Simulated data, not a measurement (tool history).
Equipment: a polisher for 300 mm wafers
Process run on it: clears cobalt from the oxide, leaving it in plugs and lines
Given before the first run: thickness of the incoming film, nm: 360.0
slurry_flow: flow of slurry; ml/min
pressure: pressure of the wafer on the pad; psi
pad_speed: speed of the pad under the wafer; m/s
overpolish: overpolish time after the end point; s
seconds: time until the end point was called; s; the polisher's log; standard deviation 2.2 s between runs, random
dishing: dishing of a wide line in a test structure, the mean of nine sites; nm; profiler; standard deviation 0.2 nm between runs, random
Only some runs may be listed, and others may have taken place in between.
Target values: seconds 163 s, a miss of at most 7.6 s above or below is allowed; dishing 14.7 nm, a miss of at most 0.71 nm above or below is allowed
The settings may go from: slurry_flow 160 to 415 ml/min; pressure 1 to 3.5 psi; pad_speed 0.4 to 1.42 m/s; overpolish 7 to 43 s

| run | hour | slurry_flow | pressure | pad_speed | overpolish | seconds | dishing |
|---|---|---|---|---|---|---|---|
| 1 | 0 | 265 | 2.2 | 0.9 | 22 | 94.649 | 45.864 |
| 2 | 2.8 | 255 | 2 | 0.86 | 20 | 102.32 | 42.37 |
| 3 | 9.7 | 255 | 1.8 | 0.86 | 20 | 111.06 | 39.614 |
| 4 | 15.4 | 240 | 1.7 | 0.82 | 18 | 122.42 | 36.752 |
| 5 | 22.7 | 285 | 1.7 | 0.82 | 18 | 120.42 | 36.014 |
| 6 | 25.8 | 285 | 1.9 | 0.82 | 18 | 112.22 | 37.532 |
|  | 27.6 | head pressure recalibrated |
| 7 | 27.6 | 225 | 1.3 | 0.64 | 8 | 166.57 | 16.262 |
| 8 | 31.4 | 165 | 1.3 | 0.64 | 7 | 175.54 | 13.703 |

Which of these 5 next moves meets every target?
| A | 35.2 | 160 | 1.2 | 0.64 | 7 | ? | ? |
| B | 35.2 | 165 | 1.6 | 0.54 | 7 | ? | ? |
| C | 35.2 | 220 | 1.5 | 0.6 | 7 | ? | ? |
| D | 35.2 | 175 | 1.7 | 0.5 | 7 | ? | ? |
| E | 35.2 | 170 | 1.4 | 0.54 | 7 | ? | ? |

| move | seconds | dishing |
|---|---|---|
| A | 186.07 | 13.161 |
| B | 184.39 | 13.266 |
| C | 165.89 | 14.532 |
| D | 188.52 | 13.013 |
| E | 197.7 | 12.483 |
A: lands further from the targets than the last run did
B: lands further from the targets than the last run did
C: each result inside its tolerance
D: lands further from the targets than the last run did
E: lands further from the targets than the last run did
The right move is C.
